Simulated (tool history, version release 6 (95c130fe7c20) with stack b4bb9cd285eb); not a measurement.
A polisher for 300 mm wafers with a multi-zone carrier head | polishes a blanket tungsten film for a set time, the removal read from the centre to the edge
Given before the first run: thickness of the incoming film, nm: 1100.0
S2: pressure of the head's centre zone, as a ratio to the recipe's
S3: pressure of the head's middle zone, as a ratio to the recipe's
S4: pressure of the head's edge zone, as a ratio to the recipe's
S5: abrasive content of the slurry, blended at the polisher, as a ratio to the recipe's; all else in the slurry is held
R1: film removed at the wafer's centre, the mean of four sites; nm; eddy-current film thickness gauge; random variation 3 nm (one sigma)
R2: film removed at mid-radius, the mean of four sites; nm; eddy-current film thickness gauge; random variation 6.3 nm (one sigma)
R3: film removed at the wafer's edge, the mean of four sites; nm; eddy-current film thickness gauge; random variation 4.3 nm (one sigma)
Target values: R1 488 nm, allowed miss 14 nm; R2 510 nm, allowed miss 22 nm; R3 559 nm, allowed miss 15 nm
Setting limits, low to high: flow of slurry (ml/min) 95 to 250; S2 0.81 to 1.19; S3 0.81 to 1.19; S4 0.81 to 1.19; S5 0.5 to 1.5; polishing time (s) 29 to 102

Run 1, hour 0: flow of slurry (ml/min) 160, S2 1, S3 1, S4 1, S5 1, polishing time (s) 65. Result: R1 379.9 nm, R2 371.34 nm, R3 370.73 nm.
Run 2, hour 8: flow of slurry (ml/min) 160, S2 1.04, S3 1, S4 1, S5 1, polishing time (s) 65. Result: R1 393.57 nm, R2 369.18 nm, R3 375.26 nm.
Run 3, hour 13.6: flow of slurry (ml/min) 160, S2 1.03, S3 1, S4 1.02, S5 1.05, polishing time (s) 67. Result: R1 410.92 nm, R2 387.96 nm, R3 388.65 nm.
Run 4, hour 16.9: flow of slurry (ml/min) 160, S2 1.01, S3 0.99, S4 1.04, S5 1.1, polishing time (s) 69. Result: R1 414.77 nm, R2 389.26 nm, R3 411.89 nm.
Run 5, hour 19.4: flow of slurry (ml/min) 160, S2 1.01, S3 0.99, S4 0.99, S5 1.1, polishing time (s) 69. Result: R1 417.74 nm, R2 392.59 nm, R3 402.84 nm.
Run 6, hour 28.4: flow of slurry (ml/min) 140, S2 1.01, S3 0.99, S4 0.99, S5 1.1, polishing time (s) 69. Result: R1 402.83 nm, R2 388.85 nm, R3 390.74 nm.
Run 7, hour 37.4: flow of slurry (ml/min) 150, S2 1, S3 1, S4 1.01, S5 1.15, polishing time (s) 70. Result: R1 413.51 nm, R2 397.14 nm, R3 407.56 nm.
Run 8, hour 40.1: flow of slurry (ml/min) 155, S2 0.99, S3 1.01, S4 1.03, S5 1.2, polishing time (s) 71. Result: R1 422.54 nm, R2 408.17 nm, R3 422.4 nm.
Run 9, hour 42.3: flow of slurry (ml/min) 160, S2 0.98, S3 1.02, S4 1.05, S5 1.25, polishing time (s) 72. Result: R1 427.27 nm, R2 429.74 nm, R3 440.63 nm.
Run 10, hour 51.1: flow of slurry (ml/min) 165, S2 0.98, S3 1.02, S4 1.06, S5 1.3, polishing time (s) 72. Result: R1 437.69 nm, R2 439.53 nm, R3 451.27 nm.
Run 11, hour 57.9: flow of slurry (ml/min) 170, S2 0.97, S3 1.02, S4 1.07, S5 1.3, polishing time (s) 72. Result: R1 434.37 nm, R2 445.02 nm, R3 453.19 nm.
Run 12, hour 62.7: flow of slurry (ml/min) 175, S2 0.97, S3 1.01, S4 1.08, S5 1.3, polishing time (s) 72. Result: R1 435.55 nm, R2 446.1 nm, R3 456.75 nm.
Run 13, hour 64: flow of slurry (ml/min) 210, S2 0.93, S3 0.97, S4 1.18, S5 1.5, polishing time (s) 78. Result: R1 477.23 nm, R2 490.68 nm, R3 538.35 nm.

4 next moves are on the table. One of them brings every result within its allowed miss. Which?
Run A, hour 65.3: flow of slurry (ml/min) 215, S2 0.88, S3 0.94, S4 1.1, S5 1.5, polishing time (s) 83. Result: R1 ?, R2 ?, R3 ?.
Run B, hour 65.3: flow of slurry (ml/min) 140, S2 0.85, S3 0.96, S4 0.99, S5 1.45, polishing time (s) 99. Result: R1 ?, R2 ?, R3 ?.
Run C, hour 65.3: flow of slurry (ml/min) 190, S2 0.86, S3 0.99, S4 1.19, S5 1.5, polishing time (s) 81. Result: R1 ?, R2 ?, R3 ?.
Run D, hour 65.3: flow of slurry (ml/min) 175, S2 1, S3 0.97, S4 1.17, S5 1.5, polishing time (s) 77. Result: R1 ?, R2 ?, R3 ?.

move      R1      R2      R3
   A  486.21  510.89  549.81
   B  514.77  575.03  589.29
   C  454.93  511.81  550.31
   D  496.36  471.92  514.08
A: hits every target within its allowed miss
B: takes the result that was furthest off past its target
C: brings the result that was furthest off to its target, and leaves another outside
D: the biggest miss grows against the last run
Move A is the one to make.

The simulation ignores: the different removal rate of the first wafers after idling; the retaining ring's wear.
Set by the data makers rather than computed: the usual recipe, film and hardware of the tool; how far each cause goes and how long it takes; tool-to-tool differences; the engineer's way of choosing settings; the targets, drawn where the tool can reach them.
